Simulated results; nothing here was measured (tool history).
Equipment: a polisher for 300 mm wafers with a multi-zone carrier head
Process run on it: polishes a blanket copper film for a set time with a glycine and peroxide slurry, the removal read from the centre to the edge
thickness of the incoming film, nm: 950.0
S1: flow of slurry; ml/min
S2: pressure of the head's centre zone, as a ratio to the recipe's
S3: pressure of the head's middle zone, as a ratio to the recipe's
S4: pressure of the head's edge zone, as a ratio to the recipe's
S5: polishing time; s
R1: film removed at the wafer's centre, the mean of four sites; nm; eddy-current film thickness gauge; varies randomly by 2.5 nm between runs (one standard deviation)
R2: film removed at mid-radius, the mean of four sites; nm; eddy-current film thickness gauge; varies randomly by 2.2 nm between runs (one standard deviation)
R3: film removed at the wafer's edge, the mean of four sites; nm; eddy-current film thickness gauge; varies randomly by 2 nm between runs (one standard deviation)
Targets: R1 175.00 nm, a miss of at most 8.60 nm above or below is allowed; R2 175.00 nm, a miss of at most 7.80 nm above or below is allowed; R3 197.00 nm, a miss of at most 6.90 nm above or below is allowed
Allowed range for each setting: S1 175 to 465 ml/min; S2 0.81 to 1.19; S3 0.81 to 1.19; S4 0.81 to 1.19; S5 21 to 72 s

Run 1, hour 0.0: S1 295 ml/min, S2 1.00, S3 1.00, S4 1.00, S5 46 s. Result: R1 318.68 nm, R2 323.13 nm, R3 330.39 nm.
Run 2, hour 4.6: S1 290 ml/min, S2 0.97, S3 0.96, S4 0.98, S5 40 s. Result: R1 277.43 nm, R2 272.72 nm, R3 280.88 nm.
Run 3, hour 10.4: S1 290 ml/min, S2 0.97, S3 0.89, S4 0.98, S5 40 s. Result: R1 279.07 nm, R2 260.15 nm, R3 283.34 nm.
Run 4, hour 12.0: S1 280 ml/min, S2 0.93, S3 0.87, S4 0.98, S5 36 s. Result: R1 233.21 nm, R2 225.42 nm, R3 251.52 nm.
Run 5, hour 19.8: S1 245 ml/min, S2 0.93, S3 0.87, S4 0.98, S5 36 s. Result: R1 236.99 nm, R2 215.30 nm, R3 246.23 nm.
Run 6, hour 28.7: S1 245 ml/min, S2 0.90, S3 0.87, S4 0.97, S5 34 s. Result: R1 217.20 nm, R2 209.85 nm, R3 237.73 nm.
Run 7, hour 34.5: S1 240 ml/min, S2 0.89, S3 0.86, S4 0.95, S5 32 s. Result: R1 195.64 nm, R2 196.74 nm, R3 218.74 nm.
Run 8, hour 40.2: S1 230 ml/min, S2 0.88, S3 0.85, S4 0.94, S5 32 s. Result: R1 192.63 nm, R2 189.85 nm, R3 215.65 nm.
Run 9, hour 49.0: S1 220 ml/min, S2 0.87, S3 0.84, S4 0.92, S5 32 s. Result: R1 192.79 nm, R2 186.07 nm, R3 210.94 nm.
Run 10, hour 55.7: S1 215 ml/min, S2 0.86, S3 0.84, S4 0.91, S5 32 s. Result: R1 185.37 nm, R2 182.47 nm, R3 211.17 nm.
Run 11, hour 58.8: S1 215 ml/min, S2 0.86, S3 0.84, S4 0.89, S5 32 s. Result: R1 188.91 nm, R2 187.08 nm, R3 208.25 nm.
Run 12, hour 61.8: S1 210 ml/min, S2 0.85, S3 0.83, S4 0.88, S5 32 s. Result: R1 188.01 nm, R2 184.95 nm, R3 208.85 nm.
Run 13, hour 62.6: S1 205 ml/min, S2 0.84, S3 0.83, S4 0.87, S5 32 s. Result: R1 180.73 nm, R2 187.66 nm, R3 208.06 nm.
Run 14, hour 70.2: S1 200 ml/min, S2 0.84, S3 0.82, S4 0.87, S5 32 s. Result: R1 178.94 nm, R2 184.26 nm, R3 203.41 nm.
Run 15, hour 75.7: S1 195 ml/min, S2 0.84, S3 0.82, S4 0.87, S5 32 s. Result: R1 182.07 nm, R2 186.81 nm, R3 205.57 nm.

Of the 5 settings listed for the next run, only one would bring every result within its allowed miss of target. Which one?
Run A, hour 81.2: S1 340 ml/min, S2 0.84, S3 0.82, S4 0.91, S5 29 s. Result: R1 ?, R2 ?, R3 ?.
Run B, hour 81.2: S1 175 ml/min, S2 1.02, S3 0.89, S4 0.81, S5 29 s. Result: R1 ?, R2 ?, R3 ?.
Run C, hour 81.2: S1 175 ml/min, S2 0.83, S3 1.05, S4 0.81, S5 33 s. Result: R1 ?, R2 ?, R3 ?.
Run D, hour 81.2: S1 215 ml/min, S2 0.94, S3 0.81, S4 0.84, S5 31 s. Result: R1 ?, R2 ?, R3 ?.
Run E, hour 81.2: S1 205 ml/min, S2 0.88, S3 0.86, S4 0.81, S5 29 s. Result: R1 ?, R2 ?, R3 ?.

move      R1      R2      R3
   A  175.11  178.33  201.60
   B  191.92  173.56  178.20
   C  177.61  227.14  202.35
   D  196.98  178.36  199.20
   E  170.97  173.94  182.21
A: all results in spec
B: the worst result of the last run now meets its target, but another is out of spec
C: lands further from the targets than the last run did
D: the worst result of the last run now meets its target, but another is out of spec
E: the worst result of the last run now meets its target, but another is out of spec
Answer: A

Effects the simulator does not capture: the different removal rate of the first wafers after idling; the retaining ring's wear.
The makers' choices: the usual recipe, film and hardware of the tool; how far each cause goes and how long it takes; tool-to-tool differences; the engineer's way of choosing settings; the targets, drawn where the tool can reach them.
